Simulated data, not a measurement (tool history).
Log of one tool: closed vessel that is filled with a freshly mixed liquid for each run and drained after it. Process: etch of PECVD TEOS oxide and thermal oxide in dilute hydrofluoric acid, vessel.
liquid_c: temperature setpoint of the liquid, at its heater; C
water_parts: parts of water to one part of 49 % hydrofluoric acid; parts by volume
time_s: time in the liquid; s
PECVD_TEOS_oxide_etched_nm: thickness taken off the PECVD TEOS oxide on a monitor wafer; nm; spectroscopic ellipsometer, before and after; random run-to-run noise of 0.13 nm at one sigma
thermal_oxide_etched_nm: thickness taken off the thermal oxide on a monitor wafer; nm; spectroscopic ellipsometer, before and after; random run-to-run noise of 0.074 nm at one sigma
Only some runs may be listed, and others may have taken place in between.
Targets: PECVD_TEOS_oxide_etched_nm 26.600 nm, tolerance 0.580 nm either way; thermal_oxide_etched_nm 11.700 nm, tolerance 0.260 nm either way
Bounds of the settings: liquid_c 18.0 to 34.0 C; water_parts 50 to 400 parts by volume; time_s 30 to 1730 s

run  hour  liquid_c  water_parts  time_s  PECVD_TEOS_oxide_etched_nm  thermal_oxide_etched_nm
  1   0.0      26.0          225     880                      31.162                   13.774
  2   4.7      24.5          225     880                      29.622                   12.956
  3   8.7      27.5          225     880                      32.771                   14.503
  4  16.7      27.5          185     880                      42.052                   18.366
  5  20.1      24.5          190     880                      36.316                   15.988
  6  23.2      24.5          115     880                      65.661                   29.411
  7  31.2      22.5          145     880                      46.576                   20.645
  8  38.2      21.0          160     880                      39.094                   17.291
  9  43.0      20.0          170     880                      34.746                   15.572
     44.5  -- hydrofluoric acid flow meter replaced
 10  44.5      19.5          180     880                      35.079                   15.474
 11  52.1      19.0          190     880                      32.397                   14.132
 12  54.4      19.0          200     880                      30.398                   13.372
 13  57.2      18.5          205     880                      28.736                   12.802
 14  59.4      18.5          210     880                      28.101                   12.270
 15  68.2      18.5          215     880                      27.378                   12.107

Of the 5 settings listed for the next run, only one would bring every result within its allowed miss of target. Which one?
  A  77.0      20.5          185     660                           ?                        ?
  B  77.0      18.0          190     805                           ?                        ?
  C  77.0      20.5          180     670                           ?                        ?
  D  77.0      18.0           80     295                           ?                        ?
  E  77.0      18.0          185     770                           ?                        ?

move  PECVD_TEOS_oxide_etched_nm  thermal_oxide_etched_nm
   A                      26.497                   11.722
   B                      28.390                   12.560
   C                      27.786                   12.293
   D                      27.630                   12.224
   E                      28.022                   12.397
A: each result inside its tolerance
B: moves away from the targets compared with the last run
C: moves away from the targets compared with the last run
D: moves away from the targets compared with the last run
E: moves away from the targets compared with the last run
The move that meets every target is A.
